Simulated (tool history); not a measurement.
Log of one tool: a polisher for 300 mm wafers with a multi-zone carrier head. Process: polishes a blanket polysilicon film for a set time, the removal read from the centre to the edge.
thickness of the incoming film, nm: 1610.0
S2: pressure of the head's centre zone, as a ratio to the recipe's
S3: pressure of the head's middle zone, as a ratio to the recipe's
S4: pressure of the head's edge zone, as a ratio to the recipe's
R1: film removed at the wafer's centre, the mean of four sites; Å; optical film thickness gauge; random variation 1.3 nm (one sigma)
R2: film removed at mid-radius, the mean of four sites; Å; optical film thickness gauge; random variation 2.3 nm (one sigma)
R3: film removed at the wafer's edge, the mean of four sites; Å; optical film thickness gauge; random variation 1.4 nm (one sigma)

{"run": 1, "hour": 0.0, "flow of slurry (ml/min)": 215, "S2": 1, "S3": 1, "S4": 1, "polishing time (s)": 36, "R1": 1709.8, "R2": 1702.3, "R3": 1786.9}
{"run": 2, "hour": 5.4, "flow of slurry (ml/min)": 215, "S2": 1, "S3": 1, "S4": 1.06, "polishing time (s)": 36, "R1": 1716.6, "R2": 1683.2, "R3": 1825.5}
{"run": 3, "hour": 11.1, "flow of slurry (ml/min)": 215, "S2": 1, "S3": 0.92, "S4": 1.06, "polishing time (s)": 36, "R1": 1697.9, "R2": 1565.8, "R3": 1835.3}
{"run": 4, "hour": 18.0, "flow of slurry (ml/min)": 215, "S2": 0.93, "S3": 0.92, "S4": 1.06, "polishing time (s)": 36, "R1": 1629.9, "R2": 1574.5, "R3": 1869}
{"run": 5, "hour": 18.6, "flow of slurry (ml/min)": 225, "S2": 0.94, "S3": 0.95, "S4": 1.06, "polishing time (s)": 36, "R1": 1615.5, "R2": 1640.4, "R3": 1850.5}
{"run": 6, "hour": 20.8, "flow of slurry (ml/min)": 225, "S2": 0.94, "S3": 0.92, "S4": 1.06, "polishing time (s)": 36, "R1": 1653.5, "R2": 1595.7, "R3": 1855.3}
{"run": 7, "hour": 27.4, "flow of slurry (ml/min)": 240, "S2": 0.95, "S3": 0.94, "S4": 1.06, "polishing time (s)": 36, "R1": 1637.6, "R2": 1617.7, "R3": 1875.8}

The next listed run, before its measurement:
{"run": 8, "hour": 34.9, "flow of slurry (ml/min)": 240, "S2": 0.97, "S3": 0.97, "S4": 1.06, "polishing time (s)": 36, "R1": "?", "R2": "?", "R3": "?"}

{"run 8": {"R1": 1689.7, "R2": 1645.2, "R3": 1837}}
